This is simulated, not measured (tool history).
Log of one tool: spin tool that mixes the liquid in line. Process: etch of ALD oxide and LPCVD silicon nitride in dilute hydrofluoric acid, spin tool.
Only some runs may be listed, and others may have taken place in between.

run	hour	temperature setpoint of the liquid (K)	parts of water to one part of 49 % hydrofluoric acid (parts by volume)	time under the liquid (s)	thickness taken off the ALD oxide on a monitor wafer (Å)	thickness taken off the LPCVD silicon nitride on a monitor wafer (Å)
1	0	298.15	85	30	107.47	2.0087
2	8.6	299.65	85	30	113.45	2.4338
3	14.1	299.65	60	30	167.82	3.067
4	17.8	298.15	60	30	158.36	3.3226
5	21.7	298.15	60	40	209.86	4.5327
6	28.1	298.15	80	40	154.25	2.2381
7	32.9	297.15	80	40	147.72	2.8889
8	39.2	296.65	80	40	145.3	2.7541
9	41.4	296.15	80	40	142.1	2.3761

What does the tool deliver on the next run?
10	44.9	295.65	80	40	?	?

Logged for run 10: thickness taken off the ALD oxide on a monitor wafer (Å) 139.55, thickness taken off the LPCVD silicon nitride on a monitor wafer (Å) 2.5745.

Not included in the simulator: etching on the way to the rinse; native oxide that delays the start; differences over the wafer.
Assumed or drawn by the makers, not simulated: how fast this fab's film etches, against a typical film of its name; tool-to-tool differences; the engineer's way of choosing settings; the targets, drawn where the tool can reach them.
